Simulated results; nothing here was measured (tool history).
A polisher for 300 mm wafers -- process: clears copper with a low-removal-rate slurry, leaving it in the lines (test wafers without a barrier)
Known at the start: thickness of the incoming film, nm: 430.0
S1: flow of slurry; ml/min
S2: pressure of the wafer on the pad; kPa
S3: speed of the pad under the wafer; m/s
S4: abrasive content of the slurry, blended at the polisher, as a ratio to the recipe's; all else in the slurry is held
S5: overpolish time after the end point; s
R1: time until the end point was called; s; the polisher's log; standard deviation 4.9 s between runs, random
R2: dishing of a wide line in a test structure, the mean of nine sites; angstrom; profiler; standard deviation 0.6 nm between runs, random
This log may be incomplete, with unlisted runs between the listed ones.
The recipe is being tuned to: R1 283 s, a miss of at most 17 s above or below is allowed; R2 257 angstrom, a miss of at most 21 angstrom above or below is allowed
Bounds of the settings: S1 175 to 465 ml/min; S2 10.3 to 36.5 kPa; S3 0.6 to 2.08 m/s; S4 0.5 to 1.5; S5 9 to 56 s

run	day	S1	S2	S3	S4	S5	R1	R2
1	0	295	23.4	1.34	1	29	100.94	811.75
2	0.233	295	28.3	1.34	1	29	87.105	932.46
3	0.583	295	28.3	1.12	1	29	102.42	786.71
4	0.879	295	24.1	1.12	1	29	116.85	709.01
5	0.908	290	21.4	1	0.95	27	151.31	532.13
6	1.217	290	21.4	0.8	0.95	27	186.23	452.54
7	1.546	290	19.3	0.78	0.95	25	213.05	379.96
8	1.579	290	17.9	0.78	0.95	24	229.73	331.64
9	1.662	290	17.2	0.78	0.95	24	234.75	321.69
10	1.883	290	16.5	0.78	0.95	24	240.47	321.47
11	2.142	290	15.9	0.78	0.95	23	252.59	279.46
12	2.417	290	15.2	0.78	0.95	23	265.92	284.63

5 candidate next runs follow, results not yet known. Just one meets every target within its allowed miss. Identify it.
A	2.692	300	16.5	0.82	0.8	23	?	?
B	2.692	280	13.8	0.72	0.85	26	?	?
C	2.692	260	11	1.02	0.85	23	?	?
D	2.692	270	13.1	0.76	0.75	22	?	?
E	2.692	325	15.2	0.82	1.2	24	?	?

move	R1	R2
A	238.78	295.51
B	320.15	250.81
C	285.5	246.83
D	327.09	210.09
E	240.12	304.63
A: lands further from the targets than the last run did
B: brings the result that was furthest off to its target, and leaves another outside
C: all results land within tolerance of their targets
D: takes the biggest miss from the last run beyond its target
E: lands further from the targets than the last run did
The move that meets every target is C.
